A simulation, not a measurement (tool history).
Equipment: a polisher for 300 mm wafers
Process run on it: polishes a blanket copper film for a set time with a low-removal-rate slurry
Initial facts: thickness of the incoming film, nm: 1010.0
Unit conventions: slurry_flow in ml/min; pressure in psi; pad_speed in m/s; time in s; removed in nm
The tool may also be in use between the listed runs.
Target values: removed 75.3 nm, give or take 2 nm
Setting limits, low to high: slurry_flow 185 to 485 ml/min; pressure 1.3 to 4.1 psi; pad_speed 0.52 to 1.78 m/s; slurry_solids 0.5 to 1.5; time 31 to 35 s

run    day  slurry_flow  pressure  pad_speed  slurry_solids  time  removed
  1      0          310       2.7       1.14              1    35      101
  2  0.271          310       2.5       1.14              1    35   96.017
  3  0.488          310       2.5          1              1    35   83.914
  4  0.754          310       1.9          1              1    35   67.022
  5  1.012          310       1.3          1              1    35   49.862
  6  1.271          375       1.3          1              1    35   50.146
  7  1.633          375         2       1.02              1    35    71.42
  8  1.796          380         2       1.02              1    35   71.079
  9  1.871          385         2       1.02              1    35   71.985
     2.225  -- worn pad replaced by a new one
 10  2.225          395         2       1.02              1    35   77.247

Exercise: of the 5 proposed moves below, exactly one satisfies all targets within the stated allowed misses. Which move is it?
  A  2.579          365       2.5       0.98              1    31        ?
  B  2.579          335       2.1       1.18           0.95    31        ?
  C  2.579          425         2       1.06              1    34        ?
  D  2.579          415         2       1.04           0.95    35        ?
  E  2.579          410       1.8       1.22           0.95    31        ?

move  removed
   A    80.44
   B   81.527
   C   79.552
   D   79.496
   E   75.184
A: moves away from the targets compared with the last run
B: moves away from the targets compared with the last run
C: moves away from the targets compared with the last run
D: moves away from the targets compared with the last run
E: in spec on every target
Answer: E
